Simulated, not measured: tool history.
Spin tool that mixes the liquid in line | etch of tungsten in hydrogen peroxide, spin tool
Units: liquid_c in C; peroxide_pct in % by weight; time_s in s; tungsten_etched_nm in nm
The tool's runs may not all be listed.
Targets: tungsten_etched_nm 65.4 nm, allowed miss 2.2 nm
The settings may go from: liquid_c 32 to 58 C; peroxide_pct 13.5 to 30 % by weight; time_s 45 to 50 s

{"run": 1, "hour": 0.0, "liquid_c": 42, "peroxide_pct": 25.5, "time_s": 45, "tungsten_etched_nm": 33.268}
{"run": 2, "hour": 4.0, "liquid_c": 42, "peroxide_pct": 25.5, "time_s": 50, "tungsten_etched_nm": 36.54}
{"run": 3, "hour": 11.1, "liquid_c": 42, "peroxide_pct": 30, "time_s": 50, "tungsten_etched_nm": 40.374}
{"run": 4, "hour": 20.1, "liquid_c": 44.5, "peroxide_pct": 30, "time_s": 50, "tungsten_etched_nm": 46.481}
{"run": 5, "hour": 24.6, "liquid_c": 44.5, "peroxide_pct": 30, "time_s": 50, "tungsten_etched_nm": 47.013}
{"run": 6, "hour": 29.2, "liquid_c": 46.5, "peroxide_pct": 30, "time_s": 50, "tungsten_etched_nm": 53.653}
{"run": 7, "hour": 32.3, "liquid_c": 47.5, "peroxide_pct": 30, "time_s": 50, "tungsten_etched_nm": 56.65}
{"run": 8, "hour": 33.3, "liquid_c": 48.5, "peroxide_pct": 30, "time_s": 50, "tungsten_etched_nm": 60.031}
{"run": 9, "hour": 40.4, "liquid_c": 49, "peroxide_pct": 30, "time_s": 50, "tungsten_etched_nm": 62.32}

Which of these 5 next moves meets every target?
{"run": "A", "hour": 47.5, "liquid_c": 51.5, "peroxide_pct": 28, "time_s": 50, "tungsten_etched_nm": "?"}
{"run": "B", "hour": 47.5, "liquid_c": 51.5, "peroxide_pct": 29.5, "time_s": 45, "tungsten_etched_nm": "?"}
{"run": "C", "hour": 47.5, "liquid_c": 51, "peroxide_pct": 30, "time_s": 50, "tungsten_etched_nm": "?"}
{"run": "D", "hour": 47.5, "liquid_c": 50, "peroxide_pct": 28.5, "time_s": 45, "tungsten_etched_nm": "?"}
{"run": "E", "hour": 47.5, "liquid_c": 50.5, "peroxide_pct": 30, "time_s": 50, "tungsten_etched_nm": "?"}

move=A tungsten_etched_nm=70.761
move=B tungsten_etched_nm=65.369
move=C tungsten_etched_nm=71.03
move=D tungsten_etched_nm=58.58
move=E tungsten_etched_nm=68.875
A: takes the result that was furthest off past its target
B: meets every target
C: takes the result that was furthest off past its target
D: further off than the last run
E: takes the result that was furthest off past its target
The right move is B.

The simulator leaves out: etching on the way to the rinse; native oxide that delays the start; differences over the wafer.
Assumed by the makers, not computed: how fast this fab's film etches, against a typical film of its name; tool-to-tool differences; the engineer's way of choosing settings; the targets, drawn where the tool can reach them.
